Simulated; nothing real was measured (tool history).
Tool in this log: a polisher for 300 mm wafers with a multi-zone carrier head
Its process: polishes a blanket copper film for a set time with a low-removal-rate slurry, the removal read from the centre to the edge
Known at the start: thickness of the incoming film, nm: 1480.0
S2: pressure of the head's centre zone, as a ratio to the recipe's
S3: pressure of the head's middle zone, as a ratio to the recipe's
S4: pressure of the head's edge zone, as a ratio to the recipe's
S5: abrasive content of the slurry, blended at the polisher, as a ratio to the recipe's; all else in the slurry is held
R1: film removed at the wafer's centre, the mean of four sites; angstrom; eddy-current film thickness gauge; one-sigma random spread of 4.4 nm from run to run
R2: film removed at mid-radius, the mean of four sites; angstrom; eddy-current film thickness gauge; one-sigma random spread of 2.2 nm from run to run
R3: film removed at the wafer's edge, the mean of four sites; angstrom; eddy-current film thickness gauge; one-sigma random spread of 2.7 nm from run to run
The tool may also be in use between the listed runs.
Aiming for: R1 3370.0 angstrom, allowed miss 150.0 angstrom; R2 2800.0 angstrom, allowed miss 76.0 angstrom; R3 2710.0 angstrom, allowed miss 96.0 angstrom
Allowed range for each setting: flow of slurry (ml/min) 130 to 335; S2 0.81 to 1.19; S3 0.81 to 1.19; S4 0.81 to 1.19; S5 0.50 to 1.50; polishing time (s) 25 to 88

run 1 hour=0.0 | flow_of_slurry_(ml/min)=215 S2=1.00 S3=1.00 S4=1.00 S5=1.00 polishing_time_(s)=56 | R1=2255.0 R2=2194.3 R3=2131.7
run 2 hour=4.7 | flow_of_slurry_(ml/min)=230 S2=1.04 S3=1.01 S4=1.02 S5=1.10 polishing_time_(s)=57 | R1=2483.3 R2=2337.7 R3=2278.4
run 3 hour=10.6 | flow_of_slurry_(ml/min)=245 S2=1.08 S3=1.02 S4=1.03 S5=1.15 polishing_time_(s)=57 | R1=2598.7 R2=2358.2 R3=2330.2
run 4 hour=14.5 | flow_of_slurry_(ml/min)=210 S2=1.08 S3=1.02 S4=1.03 S5=1.15 polishing_time_(s)=57 | R1=2569.4 R2=2312.2 R3=2271.0
run 5 hour=20.3 | flow_of_slurry_(ml/min)=210 S2=1.08 S3=1.02 S4=1.10 S5=1.15 polishing_time_(s)=57 | R1=2523.2 R2=2304.9 R3=2356.1
run 6 hour=27.5 | flow_of_slurry_(ml/min)=210 S2=1.03 S3=1.02 S4=1.10 S5=1.15 polishing_time_(s)=57 | R1=2378.8 R2=2334.9 R3=2339.7
run 7 hour=31.3 | flow_of_slurry_(ml/min)=225 S2=1.07 S3=1.03 S4=1.09 S5=1.25 polishing_time_(s)=58 | R1=2541.6 R2=2469.4 R3=2447.5
run 8 hour=39.5 | flow_of_slurry_(ml/min)=230 S2=1.10 S3=1.03 S4=1.07 S5=1.25 polishing_time_(s)=59 | R1=2777.8 R2=2469.3 R3=2488.7
run 9 hour=41.2 | flow_of_slurry_(ml/min)=240 S2=1.12 S3=1.05 S4=1.07 S5=1.30 polishing_time_(s)=59 | R1=2825.8 R2=2563.4 R3=2480.3
run 10 hour=42.1 | flow_of_slurry_(ml/min)=245 S2=1.14 S3=1.05 S4=1.07 S5=1.35 polishing_time_(s)=60 | R1=2941.6 R2=2651.9 R3=2540.3
run 11 hour=50.8 | flow_of_slurry_(ml/min)=250 S2=1.15 S3=1.04 S4=1.06 S5=1.40 polishing_time_(s)=61 | R1=3036.3 R2=2694.2 R3=2554.5
run 12 hour=52.4 | flow_of_slurry_(ml/min)=250 S2=1.15 S3=1.04 S4=1.06 S5=1.40 polishing_time_(s)=61 | R1=2990.2 R2=2711.7 R3=2608.8
run 13 hour=59.4 | flow_of_slurry_(ml/min)=255 S2=1.16 S3=1.04 S4=1.06 S5=1.35 polishing_time_(s)=62 | R1=3089.6 R2=2681.8 R3=2614.1
run 14 hour=60.7 | flow_of_slurry_(ml/min)=255 S2=1.17 S3=1.04 S4=1.05 S5=1.35 polishing_time_(s)=63 | R1=3144.7 R2=2735.6 R3=2686.7
run 15 hour=65.5 | flow_of_slurry_(ml/min)=255 S2=1.17 S3=1.04 S4=1.05 S5=1.35 polishing_time_(s)=63 | R1=3212.7 R2=2779.0 R3=2695.0
run 16 hour=72.3 | flow_of_slurry_(ml/min)=255 S2=1.17 S3=1.04 S4=1.04 S5=1.35 polishing_time_(s)=63 | R1=3168.6 R2=2760.3 R3=2631.6
run 17 hour=77.1 | flow_of_slurry_(ml/min)=260 S2=1.17 S3=1.03 S4=1.03 S5=1.35 polishing_time_(s)=63 | R1=3202.5 R2=2755.5 R3=2640.4
run 18 hour=80.1 | flow_of_slurry_(ml/min)=265 S2=1.17 S3=1.02 S4=1.03 S5=1.35 polishing_time_(s)=63 | R1=3138.0 R2=2724.9 R3=2653.5

Pick the move, out of 5, that brings all results within their allowed miss; only one does.
run A hour=83.1 | flow_of_slurry_(ml/min)=285 S2=1.06 S3=1.04 S4=1.05 S5=1.40 polishing_time_(s)=63 | R1=? R2=? R3=?
run B hour=83.1 | flow_of_slurry_(ml/min)=250 S2=1.09 S3=1.14 S4=1.09 S5=1.35 polishing_time_(s)=59 | R1=? R2=? R3=?
run C hour=83.1 | flow_of_slurry_(ml/min)=180 S2=1.18 S3=0.97 S4=0.94 S5=1.25 polishing_time_(s)=68 | R1=? R2=? R3=?
run D hour=83.1 | flow_of_slurry_(ml/min)=215 S2=1.11 S3=0.99 S4=1.01 S5=1.35 polishing_time_(s)=64 | R1=? R2=? R3=?
run E hour=83.1 | flow_of_slurry_(ml/min)=330 S2=1.17 S3=1.01 S4=1.02 S5=1.45 polishing_time_(s)=63 | R1=? R2=? R3=?

move=A R1=2949.6 R2=2820.7 R3=2697.7
move=B R1=2775.8 R2=2793.6 R3=2523.0
move=C R1=3225.8 R2=2629.6 R3=2574.7
move=D R1=2994.6 R2=2632.6 R3=2600.6
move=E R1=3332.8 R2=2809.9 R3=2709.1
A: moves away from the targets compared with the last run
B: moves away from the targets compared with the last run
C: brings the result that was furthest off to its target, and leaves another outside
D: moves away from the targets compared with the last run
E: all results in spec
E is the move that brings every result within its allowed miss.

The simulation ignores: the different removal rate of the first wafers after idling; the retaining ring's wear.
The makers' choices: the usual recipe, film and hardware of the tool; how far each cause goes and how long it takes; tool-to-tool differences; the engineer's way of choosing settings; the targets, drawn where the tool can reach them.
